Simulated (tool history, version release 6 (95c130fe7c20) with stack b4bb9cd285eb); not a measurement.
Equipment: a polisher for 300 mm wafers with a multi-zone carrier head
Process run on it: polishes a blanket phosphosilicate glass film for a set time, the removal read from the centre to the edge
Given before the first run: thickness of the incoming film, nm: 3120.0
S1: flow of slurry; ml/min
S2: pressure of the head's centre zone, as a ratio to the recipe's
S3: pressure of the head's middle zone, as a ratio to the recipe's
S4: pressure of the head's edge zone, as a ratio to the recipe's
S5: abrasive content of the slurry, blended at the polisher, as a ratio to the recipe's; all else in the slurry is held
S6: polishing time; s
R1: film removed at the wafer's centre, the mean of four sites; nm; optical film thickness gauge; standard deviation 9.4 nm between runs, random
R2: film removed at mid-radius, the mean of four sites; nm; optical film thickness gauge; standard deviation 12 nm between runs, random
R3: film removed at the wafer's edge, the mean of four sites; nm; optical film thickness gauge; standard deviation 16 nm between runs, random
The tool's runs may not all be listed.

Run 1, day 0.000: S1 145 ml/min, S2 1.00, S3 1.00, S4 1.00, S5 1.00, S6 73 s. Result: R1 995.35 nm, R2 1056.60 nm, R3 1112.30 nm.
Run 2, day 0.138: S1 145 ml/min, S2 1.00, S3 1.00, S4 1.00, S5 1.00, S6 55 s. Result: R1 754.22 nm, R2 812.97 nm, R3 806.99 nm.
Run 3, day 0.433: S1 160 ml/min, S2 1.01, S3 1.06, S4 1.03, S5 1.15, S6 56 s. Result: R1 832.14 nm, R2 906.32 nm, R3 913.44 nm.
Run 4, day 0.683: S1 160 ml/min, S2 0.94, S3 1.06, S4 1.03, S5 1.15, S6 56 s. Result: R1 780.01 nm, R2 916.34 nm, R3 906.53 nm.
Run 5, day 0.962: S1 160 ml/min, S2 0.94, S3 1.06, S4 1.03, S5 1.30, S6 56 s. Result: R1 810.21 nm, R2 955.96 nm, R3 969.79 nm.
Run 6, day 1.096: S1 175 ml/min, S2 0.94, S3 1.06, S4 1.03, S5 1.30, S6 56 s. Result: R1 818.51 nm, R2 968.08 nm, R3 950.29 nm.
Run 7, day 1.438: S1 185 ml/min, S2 0.96, S3 1.10, S4 1.02, S5 1.35, S6 59 s. Result: R1 912.52 nm, R2 1071.60 nm, R3 1033.00 nm.

Run 8 is up next; what results do you expect?
Run 8, day 1.550: S1 185 ml/min, S2 0.96, S3 1.10, S4 1.02, S5 1.35, S6 59 s. Result: R1 ?, R2 ?, R3 ?.

R1: 915.38 nm
R2: 1089.20 nm
R3: 1018.50 nm
